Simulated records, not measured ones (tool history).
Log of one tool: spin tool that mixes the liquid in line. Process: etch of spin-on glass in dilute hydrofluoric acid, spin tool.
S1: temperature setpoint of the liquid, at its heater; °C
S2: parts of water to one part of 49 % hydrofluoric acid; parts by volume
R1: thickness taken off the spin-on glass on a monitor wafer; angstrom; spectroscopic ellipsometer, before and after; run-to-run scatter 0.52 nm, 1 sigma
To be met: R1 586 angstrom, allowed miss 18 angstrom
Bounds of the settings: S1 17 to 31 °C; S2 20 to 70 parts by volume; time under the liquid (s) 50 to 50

Run 1, hour 0: S1 23 °C, S2 40 parts by volume, time under the liquid (s) 50. Result: R1 345.74 angstrom.
Run 2, hour 8: S1 23 °C, S2 30 parts by volume, time under the liquid (s) 50. Result: R1 468.44 angstrom.
Run 3, hour 9.1: S1 23.5 °C, S2 30 parts by volume, time under the liquid (s) 50. Result: R1 475.32 angstrom.
Run 4, hour 13.9: S1 24 °C, S2 30 parts by volume, time under the liquid (s) 50. Result: R1 496.87 angstrom.
Run 5, hour 16.7: S1 24.5 °C, S2 30 parts by volume, time under the liquid (s) 50. Result: R1 497.32 angstrom.
Run 6, hour 21.1: S1 24.5 °C, S2 30 parts by volume, time under the liquid (s) 50. Result: R1 498.09 angstrom.
Run 7, hour 24.6: S1 25 °C, S2 30 parts by volume, time under the liquid (s) 50. Result: R1 511.92 angstrom.
Run 8, hour 31.6: S1 25.5 °C, S2 30 parts by volume, time under the liquid (s) 50. Result: R1 515.85 angstrom.
Run 9, hour 35.2: S1 26 °C, S2 30 parts by volume, time under the liquid (s) 50. Result: R1 529.5 angstrom.
Run 10, hour 39.8: S1 26.5 °C, S2 30 parts by volume, time under the liquid (s) 50. Result: R1 542.63 angstrom.
Run 11, hour 46.6: S1 27.5 °C, S2 30 parts by volume, time under the liquid (s) 50. Result: R1 562.39 angstrom.

4 next moves are on the table. One of them brings every result within its allowed miss. Which?
Run A, hour 53.4: S1 25.5 °C, S2 30 parts by volume, time under the liquid (s) 50. Result: R1 ?.
Run B, hour 53.4: S1 28.5 °C, S2 30 parts by volume, time under the liquid (s) 50. Result: R1 ?.
Run C, hour 53.4: S1 27 °C, S2 30 parts by volume, time under the liquid (s) 50. Result: R1 ?.
Run D, hour 53.4: S1 26.5 °C, S2 30 parts by volume, time under the liquid (s) 50. Result: R1 ?.

move      R1
   A   521.8
   B  589.96
   C  555.03
   D  543.76
A: the biggest miss grows against the last run
B: all results land within tolerance of their targets
C: the biggest miss grows against the last run
D: the biggest miss grows against the last run
B meets every target.
